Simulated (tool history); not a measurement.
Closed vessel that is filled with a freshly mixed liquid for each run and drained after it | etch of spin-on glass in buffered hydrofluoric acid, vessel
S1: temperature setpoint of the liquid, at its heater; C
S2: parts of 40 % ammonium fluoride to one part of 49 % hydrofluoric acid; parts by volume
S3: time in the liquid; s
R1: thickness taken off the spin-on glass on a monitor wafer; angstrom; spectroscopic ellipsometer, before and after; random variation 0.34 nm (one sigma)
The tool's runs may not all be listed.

run 1 hour=0.0 | S1=23.0 S2=15.0 S3=30 | R1=595.02
run 2 hour=1.3 | S1=22.5 S2=15.5 S3=30 | R1=548.08
run 3 hour=2.7 | S1=22.5 S2=13.5 S3=30 | R1=631.87
run 4 hour=10.3 | S1=22.5 S2=11.5 S3=30 | R1=736.34
run 5 hour=17.1 | S1=22.5 S2=15.0 S3=30 | R1=581.50
run 6 hour=24.9 | S1=22.0 S2=15.5 S3=30 | R1=545.82

Run 7 comes next. What will it give?
run 7 hour=31.8 | S1=21.5 S2=16.0 S3=30 | R1=?

R1: 505.58 angstrom

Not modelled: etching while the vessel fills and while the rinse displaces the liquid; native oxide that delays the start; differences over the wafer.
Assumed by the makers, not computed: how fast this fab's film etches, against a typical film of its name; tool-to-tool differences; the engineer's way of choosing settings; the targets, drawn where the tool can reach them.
